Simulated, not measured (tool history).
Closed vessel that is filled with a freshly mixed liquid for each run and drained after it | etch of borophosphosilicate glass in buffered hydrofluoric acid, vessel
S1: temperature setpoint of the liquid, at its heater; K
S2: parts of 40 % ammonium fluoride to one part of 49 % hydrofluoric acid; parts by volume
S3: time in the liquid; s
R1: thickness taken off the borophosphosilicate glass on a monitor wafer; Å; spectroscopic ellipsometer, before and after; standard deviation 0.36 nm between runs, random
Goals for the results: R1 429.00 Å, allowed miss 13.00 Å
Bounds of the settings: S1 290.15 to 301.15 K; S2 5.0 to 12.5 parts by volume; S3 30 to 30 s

run	hour	S1	S2	S3	R1
1	0.0	293.15	7.5	30	532.23
2	2.0	293.15	7.5	30	538.01
3	10.3	292.65	7.5	30	523.97
4	19.3	292.15	7.5	30	510.58
# hour 23.4: thermometer replaced
5	23.4	295.15	7.5	30	680.32
6	24.7	294.15	7.5	30	632.07
7	26.8	293.65	7.5	30	619.33
8	31.9	293.15	7.5	30	602.27
9	41.0	292.65	7.5	30	578.91
10	48.1	290.15	9.0	30	410.33

Which one of the following 4 next-run settings gets every result inside its allowed miss? There is exactly one.
A	55.2	290.15	9.5	30	?
B	55.2	290.15	8.0	30	?
C	55.2	290.65	9.0	30	?
D	55.2	292.15	9.0	30	?

move	R1
A	392.57
B	462.55
C	417.97
D	454.47
A: the biggest miss grows against the last run
B: carries the result that was furthest off beyond its target, to the other side
C: hits every target within its allowed miss
D: carries the result that was furthest off beyond its target, to the other side
Correct choice: C, which meets every target
